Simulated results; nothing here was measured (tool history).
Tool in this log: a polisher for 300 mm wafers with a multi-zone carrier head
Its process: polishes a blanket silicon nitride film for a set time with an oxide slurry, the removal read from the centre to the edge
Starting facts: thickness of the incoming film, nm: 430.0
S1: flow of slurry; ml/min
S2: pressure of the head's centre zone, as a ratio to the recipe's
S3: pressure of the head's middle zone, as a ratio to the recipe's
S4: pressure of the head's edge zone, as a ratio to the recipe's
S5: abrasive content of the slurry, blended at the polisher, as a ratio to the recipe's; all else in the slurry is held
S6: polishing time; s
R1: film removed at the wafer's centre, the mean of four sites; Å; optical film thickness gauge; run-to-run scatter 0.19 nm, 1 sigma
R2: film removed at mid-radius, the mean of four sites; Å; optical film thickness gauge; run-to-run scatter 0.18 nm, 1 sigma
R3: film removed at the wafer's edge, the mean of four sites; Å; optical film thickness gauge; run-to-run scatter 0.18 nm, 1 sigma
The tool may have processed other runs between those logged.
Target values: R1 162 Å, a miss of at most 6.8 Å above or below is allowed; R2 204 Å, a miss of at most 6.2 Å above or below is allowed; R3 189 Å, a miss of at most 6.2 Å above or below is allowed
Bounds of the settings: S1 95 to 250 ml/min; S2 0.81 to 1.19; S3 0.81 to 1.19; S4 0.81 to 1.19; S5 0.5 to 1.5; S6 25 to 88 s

{"run": 1, "hour": 0.0, "S1": 160, "S2": 1, "S3": 1, "S4": 1, "S5": 1, "S6": 56, "R1": 304.39, "R2": 307.65, "R3": 308.6}
{"run": 2, "hour": 3.8, "S1": 155, "S2": 0.97, "S3": 1, "S4": 0.98, "S5": 0.9, "S6": 54, "R1": 273.6, "R2": 286.13, "R3": 285.51}
{"run": 3, "hour": 9.4, "S1": 150, "S2": 0.95, "S3": 1.01, "S4": 0.96, "S5": 0.85, "S6": 52, "R1": 249.38, "R2": 265.94, "R3": 258.77}
{"run": 4, "hour": 11.1, "S1": 150, "S2": 0.92, "S3": 1.01, "S4": 0.96, "S5": 0.85, "S6": 52, "R1": 239.23, "R2": 264.62, "R3": 261.02}
{"run": 5, "hour": 17.9, "S1": 150, "S2": 0.92, "S3": 1.01, "S4": 0.96, "S5": 0.85, "S6": 58, "R1": 267.57, "R2": 301.33, "R3": 288.42}
{"run": 6, "hour": 22.2, "S1": 120, "S2": 0.92, "S3": 1.01, "S4": 0.96, "S5": 0.85, "S6": 58, "R1": 251.57, "R2": 287.51, "R3": 284}
{"run": 7, "hour": 23.0, "S1": 120, "S2": 0.9, "S3": 1.01, "S4": 0.94, "S5": 0.8, "S6": 56, "R1": 240.22, "R2": 269.22, "R3": 267.58}
{"run": 8, "hour": 26.3, "S1": 120, "S2": 0.88, "S3": 1.02, "S4": 0.94, "S5": 0.75, "S6": 54, "R1": 220.32, "R2": 256.32, "R3": 247.33}
{"run": 9, "hour": 32.1, "S1": 115, "S2": 0.87, "S3": 1.03, "S4": 0.94, "S5": 0.7, "S6": 53, "R1": 202.33, "R2": 245.05, "R3": 235.22}
{"run": 10, "hour": 33.3, "S1": 115, "S2": 0.86, "S3": 1.03, "S4": 0.93, "S5": 0.65, "S6": 52, "R1": 193.21, "R2": 232.63, "R3": 224.78}
{"run": 11, "hour": 35.1, "S1": 115, "S2": 0.85, "S3": 1.03, "S4": 0.92, "S5": 0.6, "S6": 51, "R1": 185.92, "R2": 223.11, "R3": 210.92}
{"run": 12, "hour": 38.7, "S1": 115, "S2": 0.84, "S3": 1.03, "S4": 0.92, "S5": 0.6, "S6": 51, "R1": 179.84, "R2": 223.42, "R3": 215.28}
{"run": 13, "hour": 44.3, "S1": 115, "S2": 0.84, "S3": 1.03, "S4": 0.91, "S5": 0.6, "S6": 51, "R1": 180.07, "R2": 222.69, "R3": 210.81}
{"run": 14, "hour": 46.3, "S1": 100, "S2": 0.81, "S3": 1.01, "S4": 0.84, "S5": 0.5, "S6": 50, "R1": 152.89, "R2": 191.56, "R3": 181.42}
{"run": 15, "hour": 47.2, "S1": 105, "S2": 0.81, "S3": 1.01, "S4": 0.84, "S5": 0.5, "S6": 50, "R1": 154.99, "R2": 194.06, "R3": 182.8}
{"run": 16, "hour": 47.7, "S1": 110, "S2": 0.81, "S3": 1.01, "S4": 0.84, "S5": 0.5, "S6": 50, "R1": 159.52, "R2": 196.59, "R3": 187.58}
{"run": 17, "hour": 51.5, "S1": 110, "S2": 0.81, "S3": 1.02, "S4": 0.84, "S5": 0.5, "S6": 50, "R1": 156.6, "R2": 197.02, "R3": 180.66}
{"run": 18, "hour": 59.9, "S1": 110, "S2": 0.81, "S3": 1.02, "S4": 0.85, "S5": 0.5, "S6": 50, "R1": 157.14, "R2": 197.71, "R3": 186.19}

Of the 5 settings listed for the next run, only one would bring every result within its allowed miss of target. Which one?
{"run": "A", "hour": 68.3, "S1": 115, "S2": 0.85, "S3": 1.07, "S4": 0.91, "S5": 0.6, "S6": 46, "R1": "?", "R2": "?", "R3": "?"}
{"run": "B", "hour": 68.3, "S1": 110, "S2": 0.81, "S3": 0.93, "S4": 0.88, "S5": 0.5, "S6": 50, "R1": "?", "R2": "?", "R3": "?"}
{"run": "C", "hour": 68.3, "S1": 130, "S2": 0.86, "S3": 0.98, "S4": 0.91, "S5": 0.65, "S6": 43, "R1": "?", "R2": "?", "R3": "?"}
{"run": "D", "hour": 68.3, "S1": 135, "S2": 0.85, "S3": 1.03, "S4": 0.81, "S5": 0.5, "S6": 47, "R1": "?", "R2": "?", "R3": "?"}
{"run": "E", "hour": 68.3, "S1": 95, "S2": 0.81, "S3": 0.98, "S4": 0.92, "S5": 0.6, "S6": 48, "R1": "?", "R2": "?", "R3": "?"}

move=A R1=162.4 R2=206.51 R3=189.79
move=B R1=154.37 R2=185.75 R3=187.75
move=C R1=162.91 R2=190.96 R3=186.55
move=D R1=159.48 R2=196.24 R3=174.72
move=E R1=153.92 R2=193.45 R3=193.69
A: in spec on every target
B: the biggest miss grows against the last run
C: the biggest miss grows against the last run
D: the biggest miss grows against the last run
E: the biggest miss grows against the last run
Go with A: it meets all targets.
